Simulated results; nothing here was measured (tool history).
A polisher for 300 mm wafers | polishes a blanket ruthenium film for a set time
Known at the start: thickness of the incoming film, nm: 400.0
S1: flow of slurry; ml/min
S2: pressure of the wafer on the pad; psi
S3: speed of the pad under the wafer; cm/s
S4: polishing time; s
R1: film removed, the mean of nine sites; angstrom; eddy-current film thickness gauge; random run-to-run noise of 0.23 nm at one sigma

run	hour	S1	S2	S3	S4	R1
1	0	220	2.3	96	27	388.72
2	3.8	220	2.3	110	27	454.39
3	8.5	220	2.3	134	27	551.69
4	11	220	2.3	134	27	554.62
5	17.6	220	2.3	148	27	607.44
6	24.7	220	2.9	148	27	762.57
7	31.1	220	2.7	142	27	680.22
8	36	220	2.5	138	27	610.03
9	41.2	220	2.3	134	27	559.72
10	45.9	220	2.2	130	27	509.67
11	53.1	220	2.1	126	27	470.77
12	55.2	220	2	124	27	440.7
13	61.3	220	1.9	122	27	414.14
14	63.3	215	1.3	108	27	260.86

What will run 15 give?
15	69.1	205	1.3	108	27	?

R1: 254.69 angstrom

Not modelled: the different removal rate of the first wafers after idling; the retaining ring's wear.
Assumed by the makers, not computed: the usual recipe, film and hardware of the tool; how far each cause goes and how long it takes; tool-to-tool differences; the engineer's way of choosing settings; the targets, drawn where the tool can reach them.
